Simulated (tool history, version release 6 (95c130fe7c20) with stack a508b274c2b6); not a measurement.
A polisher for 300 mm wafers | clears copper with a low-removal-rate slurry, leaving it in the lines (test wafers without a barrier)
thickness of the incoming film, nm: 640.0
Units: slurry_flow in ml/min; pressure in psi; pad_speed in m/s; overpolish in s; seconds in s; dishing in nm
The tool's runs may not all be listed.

{"run": 1, "hour": 0.0, "slurry_flow": 240, "pressure": 3.6, "pad_speed": 1.18, "slurry_solids": 1, "overpolish": 14, "seconds": 136.8, "dishing": 44.995}
{"run": 2, "hour": 8.3, "slurry_flow": 290, "pressure": 3.6, "pad_speed": 1.18, "slurry_solids": 1, "overpolish": 14, "seconds": 134.13, "dishing": 47.243}
{"run": 3, "hour": 14.8, "slurry_flow": 290, "pressure": 3.6, "pad_speed": 1.18, "slurry_solids": 0.9, "overpolish": 14, "seconds": 136.04, "dishing": 46.897}
{"run": 4, "hour": 22.9, "slurry_flow": 290, "pressure": 3.6, "pad_speed": 1.18, "slurry_solids": 0.9, "overpolish": 18, "seconds": 135.62, "dishing": 57.707}
{"run": 5, "hour": 26.0, "slurry_flow": 290, "pressure": 3.6, "pad_speed": 0.9, "slurry_solids": 0.9, "overpolish": 18, "seconds": 184.57, "dishing": 45.252}
{"run": 6, "hour": 32.2, "slurry_flow": 325, "pressure": 3.6, "pad_speed": 0.9, "slurry_solids": 0.9, "overpolish": 18, "seconds": 173.76, "dishing": 45.277}
{"run": 7, "hour": 34.6, "slurry_flow": 335, "pressure": 3.2, "pad_speed": 0.84, "slurry_solids": 0.9, "overpolish": 17, "seconds": 210.13, "dishing": 37.087}
{"run": 8, "hour": 42.6, "slurry_flow": 340, "pressure": 2.9, "pad_speed": 0.8, "slurry_solids": 0.9, "overpolish": 16, "seconds": 243.54, "dishing": 30.365}
{"run": 9, "hour": 44.0, "slurry_flow": 345, "pressure": 2.6, "pad_speed": 0.8, "slurry_solids": 0.9, "overpolish": 16, "seconds": 266.1, "dishing": 28.697}
{"run": 10, "hour": 49.1, "slurry_flow": 345, "pressure": 2.4, "pad_speed": 0.78, "slurry_solids": 0.9, "overpolish": 15, "seconds": 301.27, "dishing": 23.625}
{"run": 11, "hour": 53.8, "slurry_flow": 340, "pressure": 2.3, "pad_speed": 0.78, "slurry_solids": 0.9, "overpolish": 15, "seconds": 310.14, "dishing": 23.089}
{"run": 12, "hour": 56.8, "slurry_flow": 330, "pressure": 2.2, "pad_speed": 0.78, "slurry_solids": 0.9, "overpolish": 15, "seconds": 320.19, "dishing": 21.817}

Forecast run 13:
{"run": 13, "hour": 65.8, "slurry_flow": 315, "pressure": 2.2, "pad_speed": 0.78, "slurry_solids": 0.9, "overpolish": 15, "seconds": "?", "dishing": "?"}

seconds: 325.14 s
dishing: 22.464 nm

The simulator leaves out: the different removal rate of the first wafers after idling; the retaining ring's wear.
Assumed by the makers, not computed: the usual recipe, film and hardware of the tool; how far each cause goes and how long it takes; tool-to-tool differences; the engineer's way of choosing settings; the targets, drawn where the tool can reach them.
